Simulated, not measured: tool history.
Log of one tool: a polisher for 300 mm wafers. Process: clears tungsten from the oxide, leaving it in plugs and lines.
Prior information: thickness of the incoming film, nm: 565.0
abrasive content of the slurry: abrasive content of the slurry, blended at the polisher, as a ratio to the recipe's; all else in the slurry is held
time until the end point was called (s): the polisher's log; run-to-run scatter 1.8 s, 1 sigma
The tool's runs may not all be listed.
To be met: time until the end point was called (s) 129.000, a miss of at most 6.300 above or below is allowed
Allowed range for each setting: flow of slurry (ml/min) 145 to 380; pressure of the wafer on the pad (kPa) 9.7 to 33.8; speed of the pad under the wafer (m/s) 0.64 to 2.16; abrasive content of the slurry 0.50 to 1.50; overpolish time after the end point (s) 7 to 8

run  hour  flow of slurry (ml/min)  pressure of the wafer on the pad (kPa)  speed of the pad under the wafer (m/s)  abrasive content of the slurry  overpolish time after the end point (s)  time until the end point was called (s)
  1   0.0                      245                                    21.4                                    1.40                            1.00                                        8                                  100.070
  2   3.4                      245                                    21.4                                    1.40                            1.00                                        8                                  100.480
  3  10.1                      245                                    21.4                                    1.40                            1.20                                        8                                   95.708
  4  13.2                      300                                    21.4                                    1.40                            1.20                                        8                                   91.145
  5  16.1                      300                                    21.4                                    1.70                            1.20                                        8                                   83.069
  6  23.7                      300                                    20.7                                    1.70                            1.20                                        8                                   85.711
  7  27.0                      300                                    20.0                                    1.70                            1.20                                        8                                   87.630
  8  32.2                      300                                    19.3                                    1.70                            1.20                                        8                                   89.536

Pick the move, out of 4, that brings all results within their allowed miss; only one does.
  A  37.4                      320                                    11.0                                    1.58                            1.35                                        8                                        ?
  B  37.4                      265                                    12.4                                    1.44                            1.10                                        8                                        ?
  C  37.4                      290                                    13.1                                    1.46                            1.20                                        8                                        ?
  D  37.4                      295                                    13.8                                    1.56                            1.20                                        8                                        ?

move  time until the end point was called (s)
   A                                  144.570
   B                                  150.550
   C                                  137.780
   D                                  126.390
A: pushes the last run's worst result past its target
B: pushes the last run's worst result past its target
C: pushes the last run's worst result past its target
D: each result inside its tolerance
The right move is D.

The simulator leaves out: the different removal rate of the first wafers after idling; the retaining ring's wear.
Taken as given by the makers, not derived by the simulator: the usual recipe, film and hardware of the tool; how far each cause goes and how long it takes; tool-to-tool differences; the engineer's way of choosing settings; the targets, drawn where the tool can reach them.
